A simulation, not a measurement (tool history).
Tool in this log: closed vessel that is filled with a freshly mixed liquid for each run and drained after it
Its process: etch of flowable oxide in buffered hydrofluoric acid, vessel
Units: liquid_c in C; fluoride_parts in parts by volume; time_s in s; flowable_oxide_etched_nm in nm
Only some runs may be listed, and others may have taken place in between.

Run 1, day 0.000: liquid_c 24.0 C, fluoride_parts 21.0 parts by volume, time_s 30 s. Result: flowable_oxide_etched_nm 67.310 nm.
Run 2, day 0.304: liquid_c 24.0 C, fluoride_parts 17.0 parts by volume, time_s 30 s. Result: flowable_oxide_etched_nm 81.507 nm.
Run 3, day 0.588: liquid_c 25.0 C, fluoride_parts 16.5 parts by volume, time_s 30 s. Result: flowable_oxide_etched_nm 89.216 nm.
Run 4, day 0.712: liquid_c 25.0 C, fluoride_parts 12.5 parts by volume, time_s 30 s. Result: flowable_oxide_etched_nm 116.850 nm.
Run 5, day 0.908: liquid_c 25.5 C, fluoride_parts 12.5 parts by volume, time_s 30 s. Result: flowable_oxide_etched_nm 119.900 nm.
Run 6, day 1.279: liquid_c 26.0 C, fluoride_parts 12.5 parts by volume, time_s 30 s. Result: flowable_oxide_etched_nm 122.480 nm.

Run 7 is up next; what results do you expect?
Run 7, day 1.467: liquid_c 26.5 C, fluoride_parts 12.5 parts by volume, time_s 30 s. Result: flowable_oxide_etched_nm ?.

{"run 7": {"flowable_oxide_etched_nm": 127.23}}
